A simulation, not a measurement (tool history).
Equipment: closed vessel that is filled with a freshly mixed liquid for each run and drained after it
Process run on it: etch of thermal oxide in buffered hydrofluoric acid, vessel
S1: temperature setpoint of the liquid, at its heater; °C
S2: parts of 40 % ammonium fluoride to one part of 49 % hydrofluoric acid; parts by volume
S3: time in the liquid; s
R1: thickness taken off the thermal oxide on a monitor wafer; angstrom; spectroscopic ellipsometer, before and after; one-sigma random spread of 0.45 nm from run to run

run  hour    S1    S2   S3      R1
  1     0    23  11.5  105  962.94
  2   7.3  21.5  11.5  105   898.5
  3  13.5  21.5   9.5  105  1041.2
  4  21.9    20    10  105   908.6
  5    27    20    10  105  923.53
  6  30.9    19  10.5  105  841.63
  7  32.2  18.5  10.5  105  814.21

Run 8 comes next. What will it give?
  8  41.2  18  10.5  105   ?

For run 8 the tool returned R1 792.56 angstrom.

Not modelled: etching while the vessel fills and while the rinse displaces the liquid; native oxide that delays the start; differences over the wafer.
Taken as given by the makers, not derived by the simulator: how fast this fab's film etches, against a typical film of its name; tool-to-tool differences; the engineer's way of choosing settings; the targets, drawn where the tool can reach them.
